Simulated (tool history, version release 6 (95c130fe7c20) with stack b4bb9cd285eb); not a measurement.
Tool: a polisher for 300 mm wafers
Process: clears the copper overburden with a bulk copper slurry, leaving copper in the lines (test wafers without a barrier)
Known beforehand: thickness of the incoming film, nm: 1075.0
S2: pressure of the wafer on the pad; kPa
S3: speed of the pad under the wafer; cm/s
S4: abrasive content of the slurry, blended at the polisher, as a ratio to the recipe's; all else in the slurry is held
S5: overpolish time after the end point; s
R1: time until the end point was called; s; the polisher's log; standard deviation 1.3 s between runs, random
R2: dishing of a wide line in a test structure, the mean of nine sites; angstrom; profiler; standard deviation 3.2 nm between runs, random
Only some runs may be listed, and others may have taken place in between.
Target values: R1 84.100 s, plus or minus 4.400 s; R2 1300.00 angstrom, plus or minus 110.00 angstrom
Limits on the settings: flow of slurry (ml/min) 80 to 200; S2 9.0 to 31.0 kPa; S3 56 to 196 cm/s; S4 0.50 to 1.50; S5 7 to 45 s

{"run": 1, "day": 0.0, "flow of slurry (ml/min)": 130, "S2": 20.0, "S3": 126, "S4": 1.0, "S5": 23, "R1": 109.67, "R2": 951.94}
{"run": 2, "day": 0.254, "flow of slurry (ml/min)": 130, "S2": 20.0, "S3": 126, "S4": 1.1, "S5": 23, "R1": 104.45, "R2": 989.69}
{"run": 3, "day": 0.462, "flow of slurry (ml/min)": 130, "S2": 20.0, "S3": 126, "S4": 1.25, "S5": 23, "R1": 101.48, "R2": 1028.4}
{"run": 4, "day": 0.533, "flow of slurry (ml/min)": 130, "S2": 20.7, "S3": 126, "S4": 1.25, "S5": 24, "R1": 100.02, "R2": 1073.0}
{"run": 5, "day": 0.562, "flow of slurry (ml/min)": 130, "S2": 21.4, "S3": 126, "S4": 1.25, "S5": 25, "R1": 95.956, "R2": 1090.3}
{"run": 6, "day": 0.783, "flow of slurry (ml/min)": 130, "S2": 22.1, "S3": 126, "S4": 1.25, "S5": 26, "R1": 92.451, "R2": 1120.5}
{"run": 7, "day": 1.017, "flow of slurry (ml/min)": 130, "S2": 22.8, "S3": 126, "S4": 1.25, "S5": 28, "R1": 87.851, "R2": 1158.0}
{"run": 8, "day": 1.192, "flow of slurry (ml/min)": 130, "S2": 22.8, "S3": 126, "S4": 1.25, "S5": 30, "R1": 88.953, "R2": 1198.6}
{"run": 9, "day": 1.242, "flow of slurry (ml/min)": 130, "S2": 22.8, "S3": 126, "S4": 1.25, "S5": 31, "R1": 89.317, "R2": 1231.0}

Which single option among these 5 for the next run brings every result within its allowed miss of target? Just one does.
{"run": "A", "day": 1.292, "flow of slurry (ml/min)": 140, "S2": 20.0, "S3": 166, "S4": 0.95, "S5": 23, "R1": "?", "R2": "?"}
{"run": "B", "day": 1.292, "flow of slurry (ml/min)": 145, "S2": 28.3, "S3": 108, "S4": 1.25, "S5": 32, "R1": "?", "R2": "?"}
{"run": "C", "day": 1.292, "flow of slurry (ml/min)": 190, "S2": 26.9, "S3": 110, "S4": 1.15, "S5": 20, "R1": "?", "R2": "?"}
{"run": "D", "day": 1.292, "flow of slurry (ml/min)": 125, "S2": 26.9, "S3": 134, "S4": 1.25, "S5": 17, "R1": "?", "R2": "?"}
{"run": "E", "day": 1.292, "flow of slurry (ml/min)": 145, "S2": 29.0, "S3": 102, "S4": 1.15, "S5": 22, "R1": "?", "R2": "?"}

move=A R1=83.506 R2=1041.10
move=B R1=82.466 R2=1217.00
move=C R1=83.527 R2=1047.20
move=D R1=72.397 R2=1039.20
move=E R1=87.304 R2=1080.10
A: gets the furthest-off result to its target, but another result is out of tolerance
B: all results land within tolerance of their targets
C: gets the furthest-off result to its target, but another result is out of tolerance
D: takes the result that was furthest off past its target
E: gets the furthest-off result to its target, but another result is out of tolerance
Answer: B
